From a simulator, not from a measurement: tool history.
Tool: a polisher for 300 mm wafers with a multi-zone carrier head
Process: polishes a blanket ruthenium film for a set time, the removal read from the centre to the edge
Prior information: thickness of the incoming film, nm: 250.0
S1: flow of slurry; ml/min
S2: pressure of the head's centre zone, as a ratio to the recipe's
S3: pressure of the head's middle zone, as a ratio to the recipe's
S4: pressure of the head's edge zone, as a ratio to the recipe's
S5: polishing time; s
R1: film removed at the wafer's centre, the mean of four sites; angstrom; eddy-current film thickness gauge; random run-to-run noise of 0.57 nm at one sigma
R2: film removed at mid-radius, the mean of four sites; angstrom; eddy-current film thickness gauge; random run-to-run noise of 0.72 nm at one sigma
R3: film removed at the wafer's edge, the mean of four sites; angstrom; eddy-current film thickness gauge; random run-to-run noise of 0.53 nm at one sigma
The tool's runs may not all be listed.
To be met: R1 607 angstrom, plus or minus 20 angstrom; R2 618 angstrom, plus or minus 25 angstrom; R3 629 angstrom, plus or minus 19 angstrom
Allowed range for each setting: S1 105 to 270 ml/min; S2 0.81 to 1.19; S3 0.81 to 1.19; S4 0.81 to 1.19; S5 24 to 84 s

run  hour   S1    S2    S3    S4  S5      R1      R2      R3
  1     0  175     1     1     1  54  485.72   463.6  473.29
  2   6.2  175     1     1  1.06  54  481.92  477.62  494.45
  3   7.6  180  1.01  1.01  1.08  55  500.01  484.91  507.63
  4  10.2  180  0.93  1.01  1.08  55  450.12  483.85  502.55
  5  15.3  180  0.98  1.01  1.08  55  480.11  477.58  510.15
  6  24.3  185  0.99  1.04  1.09  56  486.45  514.07  519.31
  7  31.9  190  1.01  1.04  1.11  57  517.83   507.1  534.18
  8  36.7  190  1.01  1.06  1.12  58  525.65   523.4  553.76

Consider the 5 candidate settings below. Which is the only one whose results all fall within their allowed miss of target?
  A  41.5  190  1.05  1.16  1.03  65   ?   ?   ?
  B  41.5  170  0.88  1.19  0.91  72   ?   ?   ?
  C  41.5  205  1.02  1.15  1.14  65   ?   ?   ?
  D  41.5  205  0.97  1.06  1.19  51   ?   ?   ?
  E  41.5  205  0.89  1.19  0.91  70   ?   ?   ?

move      R1      R2      R3
   A  618.37  621.63     585
   B  564.24  686.26  602.17
   C  609.15  625.89  621.08
   D  454.89  468.83   498.7
   E  574.47  688.36  599.07
A: gets the furthest-off result to its target, but another result is out of tolerance
B: better than the last run, though not everything is in spec
C: each result inside its tolerance
D: moves away from the targets compared with the last run
E: better than the last run, though not everything is in spec
C is the move that brings every result within its allowed miss.

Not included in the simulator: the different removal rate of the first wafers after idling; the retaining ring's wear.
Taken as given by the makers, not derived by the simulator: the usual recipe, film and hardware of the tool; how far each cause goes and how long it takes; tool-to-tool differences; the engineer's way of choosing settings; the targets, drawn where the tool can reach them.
